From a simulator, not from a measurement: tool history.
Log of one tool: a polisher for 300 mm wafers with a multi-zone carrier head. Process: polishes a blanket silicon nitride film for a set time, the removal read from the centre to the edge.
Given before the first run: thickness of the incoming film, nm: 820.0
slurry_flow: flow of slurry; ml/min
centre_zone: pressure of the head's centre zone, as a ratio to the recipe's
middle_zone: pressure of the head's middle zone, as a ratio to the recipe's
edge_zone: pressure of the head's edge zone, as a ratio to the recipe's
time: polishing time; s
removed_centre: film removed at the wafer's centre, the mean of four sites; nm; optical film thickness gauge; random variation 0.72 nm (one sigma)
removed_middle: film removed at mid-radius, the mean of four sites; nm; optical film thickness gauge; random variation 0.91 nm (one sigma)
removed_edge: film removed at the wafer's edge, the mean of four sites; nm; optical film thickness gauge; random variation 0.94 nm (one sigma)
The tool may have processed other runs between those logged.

run  hour  slurry_flow  centre_zone  middle_zone  edge_zone  time  removed_centre  removed_middle  removed_edge
  1   0.0          135         1.00         1.00       1.00    52          138.00          140.67        140.76
  2   4.9          135         1.00         1.01       0.98    49          131.73          130.61        129.12
  3   9.7          135         0.99         1.02       0.96    47          123.10          127.89        125.47
  4  15.8          135         0.99         1.02       0.96    56          145.15          150.03        146.35
  5  16.6          135         0.99         1.02       0.96    61          160.50          165.49        161.67
  6  22.9          155         0.99         1.02       0.96    61          163.31          170.38        162.73
  7  30.1          155         0.99         1.02       0.96    61          166.78          166.90        163.44
  8  35.3          140         1.01         1.09       0.86    47          125.89          132.02        118.03
  9  38.4          140         1.01         1.09       0.86    45          121.14          129.18        112.09
 10  46.3          140         1.01         1.09       0.86    43          114.73          123.98        107.33
 11  47.0          145         1.01         1.08       0.86    41          109.93          117.30        102.55

What does the tool deliver on the next run?
 12  53.5          145         1.01         1.08       0.85    40               ?               ?             ?

Run 12 yielded removed_centre 108.30 nm, removed_middle 114.11 nm, removed_edge 101.30 nm.
